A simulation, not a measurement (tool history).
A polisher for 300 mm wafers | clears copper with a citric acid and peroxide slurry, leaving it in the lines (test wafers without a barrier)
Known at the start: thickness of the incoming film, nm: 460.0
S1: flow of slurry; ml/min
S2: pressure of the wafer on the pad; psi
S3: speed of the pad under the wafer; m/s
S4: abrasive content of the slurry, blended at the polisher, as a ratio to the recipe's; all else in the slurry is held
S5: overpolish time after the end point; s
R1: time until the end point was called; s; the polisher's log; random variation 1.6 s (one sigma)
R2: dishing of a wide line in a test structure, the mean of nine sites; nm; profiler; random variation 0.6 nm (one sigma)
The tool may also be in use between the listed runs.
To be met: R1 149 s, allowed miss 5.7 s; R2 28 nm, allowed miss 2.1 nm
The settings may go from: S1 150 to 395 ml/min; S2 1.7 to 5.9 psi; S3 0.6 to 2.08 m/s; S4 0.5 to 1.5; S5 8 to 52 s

run	hour	S1	S2	S3	S4	S5	R1	R2
1	0	250	3.8	1.34	1	26	117.35	56.208
2	2.8	250	3.7	1.34	1	24	118.36	49.452
3	5.2	275	3.7	1.34	1	24	118.52	52.268
4	6.2	275	3.6	1.34	1	22	120.1	45.927
# hour 7.8: head pressure recalibrated
5	7.8	275	3.6	1.34	1.2	22	108.4	54.762
6	11.2	275	2.8	1.34	1.2	22	132.02	46.859
7	20	275	2.8	1.34	1.2	20	131.12	41.353
8	25.7	275	2.7	1.34	1.2	19	136.97	39.655
9	29.5	275	2.7	1.34	1.2	18	136.44	36.571

Which of these 4 next moves meets every target?
A	33.3	275	3.1	1.1	0.9	23	?	?
B	33.3	250	2.4	1.44	1.25	16	?	?
C	33.3	235	2.1	1.62	1.35	13	?	?
D	33.3	220	2.4	1.34	1.4	14	?	?

move	R1	R2
A	153.92	41.822
B	140.93	33.115
C	139.06	28.018
D	148.57	28.391
A: further off than the last run
B: nearer than the last run, and not there yet
C: brings the result that was furthest off to its target, and leaves another outside
D: meets every target
The right move is D.
